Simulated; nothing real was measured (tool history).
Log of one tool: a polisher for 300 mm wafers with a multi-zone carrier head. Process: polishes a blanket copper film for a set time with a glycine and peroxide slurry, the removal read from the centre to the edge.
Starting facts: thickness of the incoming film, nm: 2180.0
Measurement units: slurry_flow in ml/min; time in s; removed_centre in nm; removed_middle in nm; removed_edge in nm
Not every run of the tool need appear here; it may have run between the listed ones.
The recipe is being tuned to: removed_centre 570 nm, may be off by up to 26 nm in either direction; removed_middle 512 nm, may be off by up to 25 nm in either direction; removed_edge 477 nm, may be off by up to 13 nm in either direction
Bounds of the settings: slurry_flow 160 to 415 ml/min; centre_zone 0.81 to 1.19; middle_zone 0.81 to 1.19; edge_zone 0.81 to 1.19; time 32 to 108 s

Run 1, hour 0: slurry_flow 265 ml/min, centre_zone 1, middle_zone 1, edge_zone 1, time 70 s. Result: removed_centre 436.58 nm, removed_middle 441.85 nm, removed_edge 425.8 nm.
Run 2, hour 3.2: slurry_flow 275 ml/min, centre_zone 1.04, middle_zone 1.02, edge_zone 1.02, time 71 s. Result: removed_centre 463.01 nm, removed_middle 438.66 nm, removed_edge 439.38 nm.
Run 3, hour 10.8: slurry_flow 310 ml/min, centre_zone 1.04, middle_zone 1.02, edge_zone 1.02, time 71 s. Result: removed_centre 466.62 nm, removed_middle 444.36 nm, removed_edge 440.66 nm.
Run 4, hour 15.5: slurry_flow 310 ml/min, centre_zone 1.04, middle_zone 1.02, edge_zone 1.09, time 71 s. Result: removed_centre 458.76 nm, removed_middle 446.37 nm, removed_edge 456.29 nm.
Run 5, hour 16.2: slurry_flow 310 ml/min, centre_zone 1.04, middle_zone 1.02, edge_zone 1.09, time 60 s. Result: removed_centre 389.88 nm, removed_middle 375.13 nm, removed_edge 391.37 nm.
Run 6, hour 24.3: slurry_flow 310 ml/min, centre_zone 1.04, middle_zone 1.02, edge_zone 1.09, time 72 s. Result: removed_centre 470.15 nm, removed_middle 457.83 nm, removed_edge 468.21 nm.
Run 7, hour 27.4: slurry_flow 345 ml/min, centre_zone 1.14, middle_zone 1.11, edge_zone 1.06, time 74 s. Result: removed_centre 523.33 nm, removed_middle 503.05 nm, removed_edge 473.27 nm.
Run 8, hour 36.3: slurry_flow 345 ml/min, centre_zone 1.15, middle_zone 1.11, edge_zone 1.05, time 74 s. Result: removed_centre 553.84 nm, removed_middle 510.78 nm, removed_edge 474.76 nm.
Run 9, hour 37.2: slurry_flow 345 ml/min, centre_zone 1.16, middle_zone 1.11, edge_zone 1.05, time 74 s. Result: removed_centre 540.3 nm, removed_middle 516.89 nm, removed_edge 468.25 nm.

Next run, 4 choices. One meets every target within its allowed miss, the rest don't. Which?
Run A, hour 38.1: slurry_flow 375 ml/min, centre_zone 1.19, middle_zone 1.16, edge_zone 1.01, time 72 s. Result: removed_centre ?, removed_middle ?, removed_edge ?.
Run B, hour 38.1: slurry_flow 415 ml/min, centre_zone 1.13, middle_zone 1.02, edge_zone 0.93, time 79 s. Result: removed_centre ?, removed_middle ?, removed_edge ?.
Run C, hour 38.1: slurry_flow 370 ml/min, centre_zone 1.07, middle_zone 1.16, edge_zone 0.99, time 74 s. Result: removed_centre ?, removed_middle ?, removed_edge ?.
Run D, hour 38.1: slurry_flow 380 ml/min, centre_zone 1.14, middle_zone 1.13, edge_zone 0.98, time 73 s. Result: removed_centre ?, removed_middle ?, removed_edge ?.

move  removed_centre  removed_middle  removed_edge
   A          551.58           522.8        452.86
   B          578.86          519.11        481.53
   C          508.76          537.09        460.58
   D          536.11          519.14        453.08
A: corrects the largest miss of the last run, while another result sits out of spec
B: meets every target
C: the biggest miss grows against the last run
D: the biggest miss grows against the last run
The right move is B.
